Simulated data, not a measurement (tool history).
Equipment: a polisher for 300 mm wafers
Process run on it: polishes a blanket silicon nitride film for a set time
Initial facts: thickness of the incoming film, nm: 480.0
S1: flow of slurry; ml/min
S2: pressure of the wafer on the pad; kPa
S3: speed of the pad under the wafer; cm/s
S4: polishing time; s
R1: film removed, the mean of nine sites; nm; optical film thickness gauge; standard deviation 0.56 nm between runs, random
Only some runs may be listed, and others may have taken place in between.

| run | hour | S1 | S2 | S3 | S4 | R1 |
|---|---|---|---|---|---|---|
| 1 | 0 | 280 | 32.4 | 102 | 57 | 138.22 |
| 2 | 5.6 | 280 | 32.4 | 84 | 57 | 123.24 |
| 3 | 6.2 | 280 | 31 | 84 | 57 | 118.66 |
| 4 | 13.5 | 280 | 30.3 | 84 | 57 | 115 |
| 5 | 22.1 | 280 | 30.3 | 84 | 57 | 116.34 |
| 6 | 30 | 280 | 26.9 | 84 | 57 | 102.86 |
| 7 | 35.8 | 280 | 26.2 | 84 | 57 | 100.33 |
| 8 | 43.2 | 270 | 24.8 | 84 | 57 | 95.659 |
| 9 | 50.3 | 265 | 24.8 | 84 | 57 | 95.095 |

For run 10, what comes out?
| 10 | 57.2 | 260 | 24.8 | 84 | 57 | ? |

Run 10 came out at R1 94.492 nm.
